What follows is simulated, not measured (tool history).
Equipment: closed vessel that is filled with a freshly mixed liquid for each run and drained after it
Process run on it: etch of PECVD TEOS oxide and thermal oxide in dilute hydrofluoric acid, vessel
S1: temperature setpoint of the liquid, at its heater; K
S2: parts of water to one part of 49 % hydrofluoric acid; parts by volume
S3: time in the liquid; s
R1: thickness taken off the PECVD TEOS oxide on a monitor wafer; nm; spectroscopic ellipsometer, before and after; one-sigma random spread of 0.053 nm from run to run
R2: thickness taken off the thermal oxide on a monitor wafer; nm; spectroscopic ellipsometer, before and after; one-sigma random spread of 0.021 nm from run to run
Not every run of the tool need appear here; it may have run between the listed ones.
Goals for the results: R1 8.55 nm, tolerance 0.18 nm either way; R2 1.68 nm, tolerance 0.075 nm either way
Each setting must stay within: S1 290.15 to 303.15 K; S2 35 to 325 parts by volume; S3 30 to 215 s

run,hour,S1,S2,S3,R1,R2
1,0,295.15,180,110,12.447,2.415
2,2.6,293.65,190,110,10.88,2.1534
3,5.3,292.65,195,110,10.124,2.0462
4,6.4,292.65,255,110,7.2807,1.4448
5,14.7,292.65,255,150,10.006,1.99
6,17.3,292.65,255,105,7.063,1.3551
7,25.7,293.15,250,105,7.2958,1.4498
8,26.8,294.15,250,105,7.5913,1.5318
9,34.5,294.65,245,105,7.898,1.5506
10,35.5,295.15,245,105,8.1059,1.5661
11,44,295.15,240,105,8.2241,1.6133

Of the 4 settings listed for the next run, only one would bring every result within its allowed miss of target. Which one?
A,52.5,298.15,230,85,?,?
B,52.5,297.15,305,130,?,?
C,52.5,298.15,265,110,?,?
D,52.5,299.15,285,110,?,?

move,R1,R2
A,7.7587,1.5771
B,8.0058,1.6273
C,8.4015,1.7077
D,7.9225,1.6104
A: misses by more than the last run did
B: misses by more than the last run did
C: meets every target
D: misses by more than the last run did
Go with C: it meets all targets.
